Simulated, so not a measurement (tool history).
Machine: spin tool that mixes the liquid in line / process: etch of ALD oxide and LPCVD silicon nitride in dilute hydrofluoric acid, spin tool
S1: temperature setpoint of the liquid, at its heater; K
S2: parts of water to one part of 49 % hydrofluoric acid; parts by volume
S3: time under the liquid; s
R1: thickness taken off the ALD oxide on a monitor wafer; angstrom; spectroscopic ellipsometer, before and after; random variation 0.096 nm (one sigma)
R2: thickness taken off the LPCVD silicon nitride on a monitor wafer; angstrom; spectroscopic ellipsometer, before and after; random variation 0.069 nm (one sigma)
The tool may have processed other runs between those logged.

run	hour	S1	S2	S3	R1	R2
1	0.0	297.15	145	180	135.99	6.3574
2	6.7	299.65	145	180	148.13	7.2092
3	11.7	299.65	185	180	111.67	6.5617
4	13.2	300.15	170	180	125.91	6.8861
5	17.8	298.15	170	180	115.86	4.8370
6	25.0	298.15	145	180	141.21	6.4855
7	29.3	298.15	135	180	153.33	6.7445
8	35.3	298.65	125	180	170.74	7.5393
9	42.0	299.15	120	180	182.79	9.1343
10	50.0	299.15	110	180	200.46	8.7996
11	52.9	299.65	105	180	216.19	10.2530
12	60.7	299.65	100	180	229.22	10.6780
13	69.1	299.65	95	180	242.96	12.2450

Run 14 has not been measured yet. What should we expect?
14	71.6	299.65	90	180	?	?

Run 14 gave R1 257.60 angstrom, R2 12.0920 angstrom.

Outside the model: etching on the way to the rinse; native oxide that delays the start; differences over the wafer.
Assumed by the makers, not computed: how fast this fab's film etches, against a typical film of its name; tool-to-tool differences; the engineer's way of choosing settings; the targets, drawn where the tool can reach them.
